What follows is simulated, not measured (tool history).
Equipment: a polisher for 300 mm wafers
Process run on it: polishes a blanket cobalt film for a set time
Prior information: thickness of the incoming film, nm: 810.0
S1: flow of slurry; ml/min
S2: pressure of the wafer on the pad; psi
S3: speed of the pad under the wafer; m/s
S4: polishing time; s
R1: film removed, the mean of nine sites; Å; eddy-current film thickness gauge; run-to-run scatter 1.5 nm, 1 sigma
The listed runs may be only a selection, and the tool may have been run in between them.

run  hour   S1   S2    S3  S4      R1
  1     0  315  1.9  0.88  46  2031.3
  2   8.9  315  1.7  0.88  46  1803.2
  3  12.7  315  1.7  0.88  46  1812.6
  4  18.6  315  1.6  0.88  46  1723.3
  5  25.2  315  1.5  0.88  46  1602.4
  6  32.4  315  1.5  1.06  46    1934
  7    33  315  1.4  1.06  46  1828.1
  8  41.1  315  1.3  1.06  46  1740.8

Run 9 is up next; what results do you expect?
  9  45.6  315  1.2  1.06  46   ?

{"run 9": {"R1": 1603.1}}

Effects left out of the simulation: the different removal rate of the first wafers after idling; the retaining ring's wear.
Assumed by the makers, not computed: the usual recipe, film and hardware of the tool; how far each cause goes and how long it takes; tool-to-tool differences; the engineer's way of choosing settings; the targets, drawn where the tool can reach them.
